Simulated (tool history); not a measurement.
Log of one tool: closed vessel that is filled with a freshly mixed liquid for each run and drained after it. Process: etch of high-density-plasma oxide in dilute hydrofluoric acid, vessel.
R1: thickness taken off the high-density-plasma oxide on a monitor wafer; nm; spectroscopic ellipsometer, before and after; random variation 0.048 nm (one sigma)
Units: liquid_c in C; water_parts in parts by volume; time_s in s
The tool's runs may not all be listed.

Run 1, day 0: liquid_c 25 C, water_parts 130 parts by volume, time_s 260 s. Result: R1 11.52 nm.
Run 2, day 0.362: liquid_c 25 C, water_parts 130 parts by volume, time_s 260 s. Result: R1 11.508 nm.
Run 3, day 0.642: liquid_c 25 C, water_parts 175 parts by volume, time_s 260 s. Result: R1 8.0898 nm.
Run 4, day 0.958: liquid_c 25 C, water_parts 175 parts by volume, time_s 280 s. Result: R1 8.7005 nm.
Run 5, day 1.242: liquid_c 25.5 C, water_parts 175 parts by volume, time_s 280 s. Result: R1 8.9105 nm.
Run 6, day 1.529: liquid_c 25.5 C, water_parts 175 parts by volume, time_s 260 s. Result: R1 8.2676 nm.

The next listed run, before its measurement:
Run 7, day 1.838: liquid_c 26 C, water_parts 175 parts by volume, time_s 260 s. Result: R1 ?.

Run 7 gave R1 8.3902 nm.
